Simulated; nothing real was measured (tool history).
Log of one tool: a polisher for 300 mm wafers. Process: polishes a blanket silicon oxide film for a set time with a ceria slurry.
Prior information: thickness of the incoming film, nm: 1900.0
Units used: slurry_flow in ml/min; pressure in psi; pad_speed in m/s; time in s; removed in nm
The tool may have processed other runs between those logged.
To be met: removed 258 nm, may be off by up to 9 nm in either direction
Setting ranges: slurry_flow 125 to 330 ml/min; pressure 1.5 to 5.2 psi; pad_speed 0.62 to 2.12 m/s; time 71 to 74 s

{"run": 1, "hour": 0.0, "slurry_flow": 210, "pressure": 3.3, "pad_speed": 1.36, "time": 71, "removed": 319.79}
{"run": 2, "hour": 5.3, "slurry_flow": 210, "pressure": 3.2, "pad_speed": 1.36, "time": 71, "removed": 316.22}
{"run": 3, "hour": 10.4, "slurry_flow": 210, "pressure": 3.2, "pad_speed": 1.58, "time": 71, "removed": 361}
{"run": 4, "hour": 18.4, "slurry_flow": 210, "pressure": 3, "pad_speed": 1.58, "time": 71, "removed": 340.66}
{"run": 5, "hour": 21.6, "slurry_flow": 210, "pressure": 2.8, "pad_speed": 1.58, "time": 71, "removed": 319.62}
{"hour": 24.1, "done": "head pressure recalibrated"}
{"run": 6, "hour": 24.1, "slurry_flow": 210, "pressure": 2.7, "pad_speed": 1.58, "time": 71, "removed": 342.61}
{"run": 7, "hour": 26.8, "slurry_flow": 210, "pressure": 2.5, "pad_speed": 1.52, "time": 71, "removed": 308.33}
{"run": 8, "hour": 35.6, "slurry_flow": 210, "pressure": 2.3, "pad_speed": 1.52, "time": 71, "removed": 286.83}
{"run": 9, "hour": 37.0, "slurry_flow": 210, "pressure": 2.3, "pad_speed": 1.52, "time": 71, "removed": 284.33}
{"run": 10, "hour": 41.0, "slurry_flow": 210, "pressure": 2.2, "pad_speed": 1.52, "time": 71, "removed": 270.92}

Consider the 5 candidate settings below. Which is the only one whose results all fall within their allowed miss of target?
{"run": "A", "hour": 45.0, "slurry_flow": 205, "pressure": 2.1, "pad_speed": 1.42, "time": 74, "removed": "?"}
{"run": "B", "hour": 45.0, "slurry_flow": 210, "pressure": 2.6, "pad_speed": 1.38, "time": 72, "removed": "?"}
{"run": "C", "hour": 45.0, "slurry_flow": 190, "pressure": 2.4, "pad_speed": 1.42, "time": 74, "removed": "?"}
{"run": "D", "hour": 45.0, "slurry_flow": 205, "pressure": 2.4, "pad_speed": 1.42, "time": 73, "removed": "?"}
{"run": "E", "hour": 45.0, "slurry_flow": 180, "pressure": 2.1, "pad_speed": 1.66, "time": 73, "removed": "?"}

move=A removed=256.4
move=B removed=299.28
move=C removed=288.05
move=D removed=287.39
move=E removed=286.06
A: each result inside its tolerance
B: moves away from the targets compared with the last run
C: moves away from the targets compared with the last run
D: moves away from the targets compared with the last run
E: moves away from the targets compared with the last run
Go with A: it meets all targets.
